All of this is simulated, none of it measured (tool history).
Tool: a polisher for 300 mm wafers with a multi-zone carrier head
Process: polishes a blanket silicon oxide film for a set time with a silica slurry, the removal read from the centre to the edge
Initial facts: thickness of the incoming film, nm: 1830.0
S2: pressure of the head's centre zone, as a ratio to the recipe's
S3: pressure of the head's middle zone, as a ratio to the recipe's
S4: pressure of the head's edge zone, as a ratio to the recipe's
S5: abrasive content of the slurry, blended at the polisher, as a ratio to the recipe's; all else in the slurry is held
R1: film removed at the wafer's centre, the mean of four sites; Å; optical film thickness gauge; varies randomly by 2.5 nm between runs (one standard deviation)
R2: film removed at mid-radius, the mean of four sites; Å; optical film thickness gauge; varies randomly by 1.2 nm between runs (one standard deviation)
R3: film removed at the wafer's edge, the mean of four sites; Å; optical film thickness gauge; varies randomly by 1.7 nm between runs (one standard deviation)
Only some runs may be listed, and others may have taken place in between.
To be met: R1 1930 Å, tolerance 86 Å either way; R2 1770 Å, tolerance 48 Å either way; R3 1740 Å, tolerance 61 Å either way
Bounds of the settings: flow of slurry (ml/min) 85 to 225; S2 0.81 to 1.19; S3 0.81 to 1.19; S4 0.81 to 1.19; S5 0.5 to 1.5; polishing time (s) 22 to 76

run 1 hour=0 | flow_of_slurry_(ml/min)=145 S2=1 S3=1 S4=1 S5=1 polishing_time_(s)=49 | R1=1382.4 R2=1378.3 R3=1366.4
run 2 hour=7.5 | flow_of_slurry_(ml/min)=145 S2=0.93 S3=1 S4=1 S5=1 polishing_time_(s)=49 | R1=1254.8 R2=1371.5 R3=1359.1
run 3 hour=13.1 | flow_of_slurry_(ml/min)=175 S2=0.93 S3=1 S4=1 S5=1 polishing_time_(s)=49 | R1=1314 R2=1436.6 R3=1386.7
run 4 hour=16.6 | flow_of_slurry_(ml/min)=175 S2=0.93 S3=1 S4=0.95 S5=1 polishing_time_(s)=49 | R1=1293.4 R2=1421 R3=1357.1
run 5 hour=18.2 | flow_of_slurry_(ml/min)=155 S2=0.93 S3=1 S4=0.95 S5=1 polishing_time_(s)=49 | R1=1313.2 R2=1397.8 R3=1338.1
run 6 hour=23.9 | flow_of_slurry_(ml/min)=155 S2=0.99 S3=1.01 S4=0.98 S5=1.15 polishing_time_(s)=49 | R1=1421.6 R2=1478.4 R3=1422
run 7 hour=26.2 | flow_of_slurry_(ml/min)=165 S2=1.05 S3=1.02 S4=1.02 S5=1.25 polishing_time_(s)=49 | R1=1568.9 R2=1556.6 R3=1496.8
run 8 hour=28.1 | flow_of_slurry_(ml/min)=170 S2=1.08 S3=1.02 S4=1.05 S5=1.35 polishing_time_(s)=49 | R1=1652.2 R2=1582.3 R3=1536.3
run 9 hour=29.6 | flow_of_slurry_(ml/min)=175 S2=1.1 S3=1.02 S4=1.07 S5=1.4 polishing_time_(s)=50 | R1=1771.3 R2=1634 R3=1602.5

Next run, 4 choices. One meets every target within its allowed miss, the rest don't. Which?
run A hour=31.1 | flow_of_slurry_(ml/min)=150 S2=1.09 S3=0.98 S4=0.96 S5=1.5 polishing_time_(s)=56 | R1=? R2=? R3=?
run B hour=31.1 | flow_of_slurry_(ml/min)=170 S2=1.04 S3=1.1 S4=1.1 S5=1.4 polishing_time_(s)=51 | R1=? R2=? R3=?
run C hour=31.1 | flow_of_slurry_(ml/min)=170 S2=1.19 S3=1.19 S4=0.94 S5=1.25 polishing_time_(s)=53 | R1=? R2=? R3=?
run D hour=31.1 | flow_of_slurry_(ml/min)=210 S2=1.19 S3=1.18 S4=0.88 S5=1.4 polishing_time_(s)=48 | R1=? R2=? R3=?

move=A R1=1913 R2=1779.5 R3=1738.4
move=B R1=1673.7 R2=1793.6 R3=1648.6
move=C R1=1924.1 R2=1924.1 R3=1567.8
move=D R1=1875.2 R2=1854.1 R3=1478.2
A: all results land within tolerance of their targets
B: the furthest-off result lands on target, but another misses its tolerance
C: takes the biggest miss from the last run beyond its target
D: takes the biggest miss from the last run beyond its target
The move that meets every target is A.

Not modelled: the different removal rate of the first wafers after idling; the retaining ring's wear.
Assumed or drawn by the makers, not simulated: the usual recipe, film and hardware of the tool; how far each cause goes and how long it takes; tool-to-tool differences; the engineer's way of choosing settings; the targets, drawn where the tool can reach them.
